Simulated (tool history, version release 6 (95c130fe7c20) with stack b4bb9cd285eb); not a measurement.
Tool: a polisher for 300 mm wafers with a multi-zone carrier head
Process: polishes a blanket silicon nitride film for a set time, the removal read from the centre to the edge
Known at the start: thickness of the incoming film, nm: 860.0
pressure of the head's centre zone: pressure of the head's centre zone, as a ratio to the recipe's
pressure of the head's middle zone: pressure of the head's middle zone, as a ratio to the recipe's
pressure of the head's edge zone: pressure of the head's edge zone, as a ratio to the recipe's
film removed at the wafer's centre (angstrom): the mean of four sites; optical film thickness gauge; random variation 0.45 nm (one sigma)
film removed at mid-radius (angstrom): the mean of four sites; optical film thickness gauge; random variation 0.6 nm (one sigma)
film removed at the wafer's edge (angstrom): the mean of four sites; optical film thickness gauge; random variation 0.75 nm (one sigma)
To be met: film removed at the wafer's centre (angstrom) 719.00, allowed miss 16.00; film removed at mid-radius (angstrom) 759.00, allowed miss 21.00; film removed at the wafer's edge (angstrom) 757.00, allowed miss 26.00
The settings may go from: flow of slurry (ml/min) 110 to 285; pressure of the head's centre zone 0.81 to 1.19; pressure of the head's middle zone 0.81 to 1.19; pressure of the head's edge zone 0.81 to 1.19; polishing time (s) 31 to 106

| run | hour | flow of slurry (ml/min) | pressure of the head's centre zone | pressure of the head's middle zone | pressure of the head's edge zone | polishing time (s) | film removed at the wafer's centre (angstrom) | film removed at mid-radius (angstrom) | film removed at the wafer's edge (angstrom) |
|---|---|---|---|---|---|---|---|---|---|
| 1 | 0.0 | 180 | 1.00 | 1.00 | 1.00 | 68 | 1172.40 | 1142.30 | 1189.00 |
| 2 | 7.5 | 145 | 1.00 | 1.00 | 1.00 | 68 | 1099.90 | 1063.90 | 1127.00 |
| 3 | 9.5 | 140 | 0.98 | 1.00 | 0.97 | 65 | 1019.30 | 1012.70 | 1049.30 |
| 4 | 15.1 | 140 | 0.98 | 0.96 | 0.97 | 65 | 1003.80 | 989.05 | 1064.30 |
| 5 | 21.7 | 140 | 0.97 | 0.96 | 0.95 | 62 | 952.43 | 935.02 | 1007.90 |
| 6 | 24.3 | 135 | 0.96 | 0.97 | 0.93 | 60 | 906.41 | 896.95 | 953.53 |
| 7 | 26.7 | 135 | 0.95 | 0.98 | 0.91 | 58 | 869.94 | 869.02 | 905.68 |
|  | 29.8 | slurry nozzle cleaned |
| 8 | 29.8 | 140 | 0.86 | 0.98 | 0.81 | 49 | 733.79 | 807.64 | 763.63 |
| 9 | 32.4 | 135 | 0.86 | 0.97 | 0.81 | 49 | 725.25 | 794.05 | 780.56 |
| 10 | 33.3 | 135 | 0.87 | 0.97 | 0.81 | 49 | 728.57 | 800.66 | 774.84 |
| 11 | 36.4 | 135 | 0.88 | 0.97 | 0.81 | 49 | 736.94 | 799.34 | 778.76 |

5 next moves are on the table. One of them brings every result within its allowed miss. Which?
| A | 39.5 | 180 | 0.87 | 0.95 | 0.85 | 45 | ? | ? | ? |
| B | 39.5 | 165 | 0.87 | 1.07 | 0.84 | 43 | ? | ? | ? |
| C | 39.5 | 110 | 0.86 | 0.86 | 0.86 | 52 | ? | ? | ? |
| D | 39.5 | 150 | 0.94 | 0.88 | 0.83 | 48 | ? | ? | ? |
| E | 39.5 | 120 | 0.95 | 0.97 | 0.83 | 46 | ? | ? | ? |

| move | film removed at the wafer's centre (angstrom) | film removed at mid-radius (angstrom) | film removed at the wafer's edge (angstrom) |
|---|---|---|---|
| A | 713.07 | 766.74 | 763.26 |
| B | 669.71 | 797.24 | 715.87 |
| C | 711.70 | 725.09 | 816.66 |
| D | 789.47 | 740.22 | 785.68 |
| E | 718.00 | 727.55 | 723.00 |
A: meets every target
B: further off than the last run
C: takes the result that was furthest off past its target
D: brings the result that was furthest off to its target, and leaves another outside
E: takes the result that was furthest off past its target
Move A is the one to make.

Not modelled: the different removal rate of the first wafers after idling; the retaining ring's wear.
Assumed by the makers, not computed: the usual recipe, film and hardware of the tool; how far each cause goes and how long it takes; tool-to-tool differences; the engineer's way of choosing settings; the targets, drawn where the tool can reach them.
